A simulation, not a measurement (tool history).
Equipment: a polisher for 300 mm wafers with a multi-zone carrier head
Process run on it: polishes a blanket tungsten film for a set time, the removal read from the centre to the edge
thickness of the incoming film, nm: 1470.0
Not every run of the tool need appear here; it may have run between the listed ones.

run,hour,flow of slurry (ml/min),pressure of the head's centre zone,pressure of the head's middle zone,pressure of the head's edge zone,abrasive content of the slurry,polishing time (s),film removed at the wafer's centre (nm),film removed at mid-radius (nm),film removed at the wafer's edge (nm)
1,0.0,320,1.00,1.00,1.00,1.00,41,198.83,195.38,190.79
2,2.6,320,0.97,1.00,1.00,1.00,41,188.70,197.01,191.04
3,3.9,320,0.89,1.00,1.00,1.00,41,177.54,193.87,192.30
4,7.2,320,0.89,1.04,1.00,1.00,41,176.75,203.04,194.64
5,11.6,320,0.90,1.03,0.98,0.95,39,167.37,186.06,176.25
6,19.3,370,0.90,1.03,0.98,0.95,39,169.94,188.82,180.94
7,27.9,360,0.90,1.02,0.96,0.90,38,161.37,181.36,169.68
8,32.0,350,0.90,1.00,0.94,0.85,37,152.92,169.95,162.07
9,39.8,345,0.91,0.99,0.92,0.80,36,149.90,161.74,155.38
10,43.7,345,0.92,0.99,0.91,0.75,35,145.12,153.69,145.15
11,51.8,315,0.89,0.94,0.81,0.50,33,115.49,122.92,116.22
12,52.7,325,0.90,0.94,0.81,0.50,33,118.99,123.31,116.20

Expected results for the next run?
13,61.7,325,0.90,0.94,0.81,0.50,33,?,?,?

film removed at the wafer's centre (nm): 117.47
film removed at mid-radius (nm): 123.51
film removed at the wafer's edge (nm): 117.02

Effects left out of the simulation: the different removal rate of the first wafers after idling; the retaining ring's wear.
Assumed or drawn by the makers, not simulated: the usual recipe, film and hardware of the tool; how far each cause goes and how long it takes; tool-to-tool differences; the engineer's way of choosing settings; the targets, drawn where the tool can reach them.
